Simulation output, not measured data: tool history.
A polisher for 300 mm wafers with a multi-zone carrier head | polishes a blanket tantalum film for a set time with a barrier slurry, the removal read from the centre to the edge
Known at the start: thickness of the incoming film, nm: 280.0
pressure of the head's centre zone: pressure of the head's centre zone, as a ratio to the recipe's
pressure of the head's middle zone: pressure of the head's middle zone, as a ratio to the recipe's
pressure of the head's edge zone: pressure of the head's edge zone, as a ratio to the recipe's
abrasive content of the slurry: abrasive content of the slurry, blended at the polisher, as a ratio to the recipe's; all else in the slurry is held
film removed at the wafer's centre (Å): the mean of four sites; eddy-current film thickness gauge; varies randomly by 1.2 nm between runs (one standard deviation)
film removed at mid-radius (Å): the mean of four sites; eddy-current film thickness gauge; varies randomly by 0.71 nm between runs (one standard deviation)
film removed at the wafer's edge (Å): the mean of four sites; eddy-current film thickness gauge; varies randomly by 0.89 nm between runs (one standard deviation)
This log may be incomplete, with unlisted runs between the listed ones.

run,hour,flow of slurry (ml/min),pressure of the head's centre zone,pressure of the head's middle zone,pressure of the head's edge zone,abrasive content of the slurry,polishing time (s),film removed at the wafer's centre (Å),film removed at mid-radius (Å),film removed at the wafer's edge (Å)
1,0,190,1,1,1,1,47,688.56,709.88,721.14
2,5.3,205,0.99,1.04,1.02,1.1,48,740.82,774.4,770.86
3,13.1,205,0.99,1.04,1.02,1,48,720.53,757.93,737.58
4,18,215,0.96,1.07,1.02,1.1,50,760.43,829.23,793.27
5,23.1,220,0.93,1.1,1.02,1.2,52,785.14,912.07,858.8
6,27,220,0.93,1.1,1.02,1,52,742.75,868.4,805.46
7,35.2,270,0.89,1.19,1.02,1.25,54,829.35,1049.2,900.39
8,37.9,270,0.88,1.19,1.02,1.3,54,808.05,1069.8,922.8
9,45.8,270,0.89,1.19,1.02,1.35,54,820.28,1066.9,924.24
10,48.4,270,0.89,1.19,1.02,1.4,55,860.24,1096.9,954.15
11,57.3,275,0.88,1.19,1.02,1.4,55,851.36,1105.1,944.1
12,64.8,275,0.88,1.19,1.03,1.4,55,834.38,1091.8,954.86

What does the tool deliver on the next run?
13,67.3,275,0.88,1.19,1.03,1.4,56,?,?,?

film removed at the wafer's centre (Å): 866.36
film removed at mid-radius (Å): 1117.2
film removed at the wafer's edge (Å): 969.88
